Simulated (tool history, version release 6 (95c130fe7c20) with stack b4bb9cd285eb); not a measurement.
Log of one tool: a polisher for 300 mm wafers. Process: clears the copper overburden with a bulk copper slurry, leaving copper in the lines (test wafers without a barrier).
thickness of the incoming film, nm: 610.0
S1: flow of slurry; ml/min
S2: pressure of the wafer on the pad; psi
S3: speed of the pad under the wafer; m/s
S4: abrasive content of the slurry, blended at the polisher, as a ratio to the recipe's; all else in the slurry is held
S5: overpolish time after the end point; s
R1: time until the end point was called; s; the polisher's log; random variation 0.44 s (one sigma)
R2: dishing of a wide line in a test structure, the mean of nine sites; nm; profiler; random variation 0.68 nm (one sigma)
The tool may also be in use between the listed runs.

run  hour   S1   S2    S3    S4  S5      R1      R2
  1     0  310  2.1  1.32     1  12  69.353  65.138
  2   5.8  345  2.1  1.32     1  12  68.752  65.581
  3  13.2  275  2.1  1.32     1  12  69.979   63.95
  4  17.3  260  2.2  1.36     1  11   65.55  62.721
  5  19.7  245  2.3   1.4     1  10  61.434  62.348
  6  20.4  235  2.3  1.44     1   9  60.589  57.194
  7  28.1  225  2.3  1.48  0.95   8  60.499  53.649

Run 8 comes next. What will it give?
  8  30.7  220  2.4  1.52  0.85   7   ?   ?

Run 8 gave R1 57.515 s, R2 49.544 nm.
